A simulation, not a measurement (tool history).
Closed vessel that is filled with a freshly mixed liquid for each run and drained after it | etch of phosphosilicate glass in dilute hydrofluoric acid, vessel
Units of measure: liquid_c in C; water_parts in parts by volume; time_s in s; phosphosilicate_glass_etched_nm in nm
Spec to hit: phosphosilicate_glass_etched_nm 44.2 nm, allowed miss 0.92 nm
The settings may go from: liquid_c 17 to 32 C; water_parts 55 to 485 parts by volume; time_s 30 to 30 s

run	hour	liquid_c	water_parts	time_s	phosphosilicate_glass_etched_nm
1	0	24	270	30	15.279
2	1.8	25	250	30	17.323
3	7.9	25	300	30	13.853
4	9.2	25	300	30	13.875
5	18	25	340	30	11.78
6	24.5	25.5	315	30	13.275
7	27.8	29.5	205	30	26.102
8	33	30	195	30	28.215
9	38.9	30	185	30	30.646
10	40.5	30	180	30	31.444
11	42.4	30	175	30	32.535
12	44.9	30	170	30	34.063
13	46	32	120	30	53.867
14	53.2	31.5	120	30	53.219
15	62.1	31	120	30	52.3
16	66.6	30	120	30	50.735
17	71.3	29.5	120	30	50.116
18	77.8	29	120	30	49.225
19	86.1	28.5	120	30	47.928
20	95.1	28	120	30	46.996

Below are 5 possible settings for the next run. Only one of them brings all results inside the allowed miss of their targets. Which is it?
A	104.1	29	125	30	?
B	104.1	27.5	130	30	?
C	104.1	24.5	105	30	?
D	104.1	27.5	120	30	?
E	104.1	31	140	30	?

move	phosphosilicate_glass_etched_nm
A	46.644
B	42.137
C	47.976
D	46.238
E	43.903
A: closer than the last run, but not yet in spec
B: carries the result that was furthest off beyond its target, to the other side
C: the biggest miss grows against the last run
D: closer than the last run, but not yet in spec
E: each result inside its tolerance
Correct choice: E, which meets every target
